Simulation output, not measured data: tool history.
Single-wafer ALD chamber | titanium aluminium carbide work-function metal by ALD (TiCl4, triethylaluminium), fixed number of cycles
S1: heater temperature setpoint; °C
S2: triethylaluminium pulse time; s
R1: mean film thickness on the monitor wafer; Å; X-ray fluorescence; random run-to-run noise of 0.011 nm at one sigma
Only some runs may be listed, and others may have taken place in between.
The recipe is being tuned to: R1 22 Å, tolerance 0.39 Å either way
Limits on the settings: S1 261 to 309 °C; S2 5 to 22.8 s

run  hour   S1     S2      R1
  1     0  285   13.9  20.091
  2   0.8  289  14.24  20.638
  3   2.2  291  14.43  20.933
  4   5.3  291  17.87  21.015
  5  12.2  291  20.76  20.906
  6  17.1  286  20.76  20.252
  7  17.9  289  20.75  20.793
  8  20.5  291   20.8  21.176
  9  23.9  292  20.83  20.928
 10  28.6  294  20.81  21.156
 11  34.9  294  20.81  21.244

Of the 4 settings listed for the next run, only one would bring every result within its allowed miss of target. Which one?
  A  41.2  294   20.1   ?
  B  41.2  294  17.99   ?
  C  41.2  292  18.84   ?
  D  41.2  301  20.11   ?

move      R1
   A   21.29
   B  21.272
   C  21.067
   D  22.042
A: closes in on the targets versus the last run, not all within tolerance yet
B: neither nearer nor further off than the last run
C: the biggest miss grows against the last run
D: in spec on every target
The move that meets every target is D.

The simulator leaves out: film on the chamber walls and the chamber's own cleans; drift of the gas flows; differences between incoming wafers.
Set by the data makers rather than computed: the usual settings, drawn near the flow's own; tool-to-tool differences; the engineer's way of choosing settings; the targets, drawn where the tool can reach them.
